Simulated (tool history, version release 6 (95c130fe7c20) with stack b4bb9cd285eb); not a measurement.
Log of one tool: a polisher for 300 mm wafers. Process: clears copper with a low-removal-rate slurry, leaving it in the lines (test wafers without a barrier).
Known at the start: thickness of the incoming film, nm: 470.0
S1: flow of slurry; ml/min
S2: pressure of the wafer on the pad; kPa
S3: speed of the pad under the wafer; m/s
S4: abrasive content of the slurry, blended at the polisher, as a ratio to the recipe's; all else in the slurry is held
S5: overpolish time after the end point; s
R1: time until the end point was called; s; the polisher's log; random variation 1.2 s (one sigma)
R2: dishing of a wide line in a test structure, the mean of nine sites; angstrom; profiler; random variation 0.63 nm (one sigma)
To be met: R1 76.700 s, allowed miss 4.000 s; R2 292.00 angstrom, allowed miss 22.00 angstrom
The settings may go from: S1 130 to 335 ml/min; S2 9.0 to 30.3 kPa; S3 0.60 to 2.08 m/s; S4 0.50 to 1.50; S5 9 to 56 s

{"run": 1, "hour": 0.0, "S1": 215, "S2": 19.3, "S3": 1.34, "S4": 1.0, "S5": 29, "R1": 99.64, "R2": 322.4}
{"run": 2, "hour": 6.3, "S1": 215, "S2": 20.0, "S3": 1.36, "S4": 1.0, "S5": 26, "R1": 95.149, "R2": 319.92}
{"run": 3, "hour": 9.6, "S1": 215, "S2": 20.0, "S3": 1.36, "S4": 1.0, "S5": 18, "R1": 95.549, "R2": 287.83}
{"run": 4, "hour": 16.5, "S1": 215, "S2": 20.7, "S3": 1.36, "S4": 1.0, "S5": 18, "R1": 92.879, "R2": 307.4}
{"run": 5, "hour": 17.6, "S1": 215, "S2": 20.7, "S3": 1.36, "S4": 1.0, "S5": 9, "R1": 93.454, "R2": 216.02}
{"run": 6, "hour": 25.9, "S1": 215, "S2": 17.2, "S3": 1.36, "S4": 1.0, "S5": 9, "R1": 109.44, "R2": 191.35}
{"run": 7, "hour": 27.1, "S1": 215, "S2": 18.6, "S3": 1.36, "S4": 1.0, "S5": 9, "R1": 103.16, "R2": 200.81}
{"run": 8, "hour": 29.8, "S1": 215, "S2": 19.3, "S3": 1.36, "S4": 1.0, "S5": 9, "R1": 99.315, "R2": 198.78}
{"run": 9, "hour": 36.0, "S1": 215, "S2": 20.0, "S3": 1.36, "S4": 1.0, "S5": 10, "R1": 96.127, "R2": 232.96}
{"run": 10, "hour": 36.8, "S1": 215, "S2": 20.7, "S3": 1.36, "S4": 1.0, "S5": 10, "R1": 93.408, "R2": 236.02}
{"run": 11, "hour": 40.3, "S1": 215, "S2": 21.4, "S3": 1.36, "S4": 1.0, "S5": 10, "R1": 89.889, "R2": 238.84}
{"run": 12, "hour": 43.3, "S1": 215, "S2": 22.1, "S3": 1.36, "S4": 1.0, "S5": 10, "R1": 87.269, "R2": 242.7}
{"run": 13, "hour": 51.3, "S1": 215, "S2": 25.5, "S3": 1.34, "S4": 1.0, "S5": 24, "R1": 76.212, "R2": 320.83}
{"run": 14, "hour": 59.4, "S1": 215, "S2": 25.5, "S3": 1.34, "S4": 1.0, "S5": 24, "R1": 75.949, "R2": 338.97}
{"run": 15, "hour": 67.2, "S1": 215, "S2": 23.4, "S3": 1.44, "S4": 1.0, "S5": 10, "R1": 77.922, "R2": 254.92}
{"run": 16, "hour": 73.9, "S1": 215, "S2": 23.4, "S3": 1.44, "S4": 1.0, "S5": 11, "R1": 76.919, "R2": 263.3}

Which of these 4 next moves meets every target?
{"run": "A", "hour": 80.6, "S1": 235, "S2": 21.4, "S3": 1.62, "S4": 1.05, "S5": 10, "R1": "?", "R2": "?"}
{"run": "B", "hour": 80.6, "S1": 225, "S2": 26.2, "S3": 1.4, "S4": 1.05, "S5": 9, "R1": "?", "R2": "?"}
{"run": "C", "hour": 80.6, "S1": 165, "S2": 19.3, "S3": 1.78, "S4": 1.3, "S5": 14, "R1": "?", "R2": "?"}
{"run": "D", "hour": 80.6, "S1": 215, "S2": 25.5, "S3": 1.46, "S4": 1.05, "S5": 9, "R1": "?", "R2": "?"}

move=A R1=76.503 R2=243.33
move=B R1=70.597 R2=241.97
move=C R1=76.415 R2=277.20
move=D R1=70.449 R2=242.03
A: further off than the last run
B: further off than the last run
C: meets every target
D: further off than the last run
Move C is the one to make.
